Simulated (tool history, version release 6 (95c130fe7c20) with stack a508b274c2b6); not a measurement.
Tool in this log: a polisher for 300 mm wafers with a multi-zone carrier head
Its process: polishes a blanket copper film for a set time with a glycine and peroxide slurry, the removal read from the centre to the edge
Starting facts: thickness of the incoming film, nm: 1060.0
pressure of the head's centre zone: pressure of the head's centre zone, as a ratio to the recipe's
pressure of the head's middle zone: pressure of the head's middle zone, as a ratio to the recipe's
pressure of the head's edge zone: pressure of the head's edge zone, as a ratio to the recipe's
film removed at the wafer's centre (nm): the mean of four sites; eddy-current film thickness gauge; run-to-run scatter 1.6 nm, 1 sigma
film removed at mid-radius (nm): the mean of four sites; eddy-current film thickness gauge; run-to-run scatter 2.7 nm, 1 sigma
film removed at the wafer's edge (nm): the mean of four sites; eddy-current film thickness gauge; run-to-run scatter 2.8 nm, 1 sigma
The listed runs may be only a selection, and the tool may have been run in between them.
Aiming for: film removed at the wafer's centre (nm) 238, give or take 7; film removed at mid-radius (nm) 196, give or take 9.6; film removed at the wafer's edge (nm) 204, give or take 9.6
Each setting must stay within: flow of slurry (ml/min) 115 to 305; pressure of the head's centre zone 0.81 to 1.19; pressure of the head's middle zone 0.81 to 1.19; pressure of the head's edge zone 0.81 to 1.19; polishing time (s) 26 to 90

run	hour	flow of slurry (ml/min)	pressure of the head's centre zone	pressure of the head's middle zone	pressure of the head's edge zone	polishing time (s)	film removed at the wafer's centre (nm)	film removed at mid-radius (nm)	film removed at the wafer's edge (nm)
1	0	195	1	1	1	58	344.56	347.1	339.54
2	3.4	195	1	1	1.04	58	347.06	350.07	348.14
3	6.5	195	1	0.94	1.04	58	342.85	323.35	343.88
4	14.4	195	1	0.94	1.04	69	410.7	375.13	413.06
5	22.7	195	1	0.94	1.09	69	405.63	376.98	425.17
6	25.9	245	1	0.94	1.09	69	424.82	402.7	436.47
7	30	235	1	0.91	1.04	60	370.94	340.86	366.75
8	37.4	235	1	0.91	1.04	60	364.18	335.23	367.49
9	44.2	225	1.01	0.9	0.99	53	322.07	287.51	320.26
10	49.8	220	1.04	0.91	0.96	47	299.92	263.11	274.95
11	51.6	220	1.04	0.91	0.96	47	294.46	257.75	273.04

Of the 4 settings listed for the next run, only one would bring every result within its allowed miss of target. Which one?
A	53.4	210	0.97	0.92	0.93	68	?	?	?
B	53.4	185	1.09	0.89	0.88	37	?	?	?
C	53.4	260	0.81	0.88	0.98	72	?	?	?
D	53.4	225	0.97	0.98	1.07	38	?	?	?

move	film removed at the wafer's centre (nm)	film removed at mid-radius (nm)	film removed at the wafer's edge (nm)
A	397.06	375.36	392.83
B	237.47	194.6	205.37
C	361.59	394.27	435.66
D	224.43	223.3	236.43
A: lands further from the targets than the last run did
B: each result inside its tolerance
C: lands further from the targets than the last run did
D: takes the biggest miss from the last run beyond its target
Answer: B
